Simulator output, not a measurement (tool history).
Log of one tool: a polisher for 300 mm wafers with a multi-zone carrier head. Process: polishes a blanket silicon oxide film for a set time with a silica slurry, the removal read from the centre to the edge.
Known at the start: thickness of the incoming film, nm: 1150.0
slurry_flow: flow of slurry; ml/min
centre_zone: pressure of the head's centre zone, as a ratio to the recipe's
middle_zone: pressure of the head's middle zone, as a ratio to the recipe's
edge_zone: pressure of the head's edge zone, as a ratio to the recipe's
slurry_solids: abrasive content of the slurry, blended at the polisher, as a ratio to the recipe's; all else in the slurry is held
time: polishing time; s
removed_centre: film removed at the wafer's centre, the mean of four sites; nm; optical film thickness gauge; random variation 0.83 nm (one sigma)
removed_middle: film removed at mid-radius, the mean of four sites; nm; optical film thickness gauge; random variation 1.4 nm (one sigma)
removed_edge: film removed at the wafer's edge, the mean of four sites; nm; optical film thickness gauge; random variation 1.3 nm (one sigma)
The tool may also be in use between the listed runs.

run	day	slurry_flow	centre_zone	middle_zone	edge_zone	slurry_solids	time	removed_centre	removed_middle	removed_edge
1	0	180	1	1	1	1	52	127.69	126.1	128.6
2	0.329	175	0.98	1.01	0.99	1	52	126.01	127.44	122.61
3	0.617	175	0.98	1.01	1.06	1	52	123.68	126.01	127.69
4	0.725	215	0.98	1.01	1.06	1	52	129.02	129.59	129.25
# day 0.812: worn pad replaced by a new one
5	0.812	205	0.96	1.01	1.06	1	52	144.37	149	153.64
6	1.038	205	1.04	1.01	1.06	1	52	158.8	148.59	151.28
7	1.412	155	0.94	1	0.96	0.75	51	104.68	108.62	109.64
8	1.433	160	0.93	1.01	0.97	0.75	51	103.5	112.56	109.52
9	1.679	165	0.92	1.01	0.98	0.75	51	101.71	109.1	109.26
10	2.008	170	0.91	1.02	1	0.75	51	102.44	113.12	111.66
11	2.362	175	0.9	1.03	1.01	0.75	51	102.8	114.42	110.42
12	2.458	155	0.83	1.05	1.1	0.95	51	113.08	140.84	137.33
13	2.712	150	0.83	1.04	1.08	0.95	51	111.19	135.99	135.3
14	2.892	145	0.83	1.04	1.07	0.95	51	112.93	137.71	137.22
15	3.096	140	0.83	1.04	1.06	0.95	51	109.19	136.33	134.47
16	3.2	140	0.83	1.04	1.06	0.95	51	110.87	137.96	136.81

The next listed run, before its measurement:
17	3.229	140	0.84	1.04	1.04	0.95	51	?	?	?

{"run 17": {"removed_centre": 110.93, "removed_middle": 134.59, "removed_edge": 133.85}}
